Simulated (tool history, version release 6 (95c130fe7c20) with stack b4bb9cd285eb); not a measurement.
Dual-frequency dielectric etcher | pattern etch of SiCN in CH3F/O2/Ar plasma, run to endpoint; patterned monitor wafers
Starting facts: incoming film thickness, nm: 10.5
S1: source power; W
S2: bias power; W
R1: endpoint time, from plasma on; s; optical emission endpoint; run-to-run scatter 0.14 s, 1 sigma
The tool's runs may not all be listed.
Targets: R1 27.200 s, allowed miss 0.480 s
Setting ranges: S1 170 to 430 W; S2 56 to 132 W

run    day   S1  S2      R1
  1  0.000  300  94  29.335
  2  0.212  240  94  30.995
  3  0.321  270  96  30.224
  4  0.496  220  96  31.671
  5  0.596  250  98  30.327
  6  0.821  250  92  31.047
  7  1.108  280  94  29.778
  8  1.429  300  95  29.343
  9  1.671  320  96  28.691
 10  1.762  330  97  28.271
 11  2.012  340  98  28.155

Next run, 4 choices. One meets every target within its allowed miss, the rest don't. Which?
  A  2.262  370  111   ?
  B  2.262  350  102   ?
  C  2.262  410   99   ?
  D  2.262  360   83   ?

move      R1
   A  25.995
   B  27.259
   C  26.336
   D  29.158
A: moves the result that the last run missed by most past its target, out the other side
B: in spec on every target
C: moves the result that the last run missed by most past its target, out the other side
D: the biggest miss grows against the last run
The move that meets every target is B.

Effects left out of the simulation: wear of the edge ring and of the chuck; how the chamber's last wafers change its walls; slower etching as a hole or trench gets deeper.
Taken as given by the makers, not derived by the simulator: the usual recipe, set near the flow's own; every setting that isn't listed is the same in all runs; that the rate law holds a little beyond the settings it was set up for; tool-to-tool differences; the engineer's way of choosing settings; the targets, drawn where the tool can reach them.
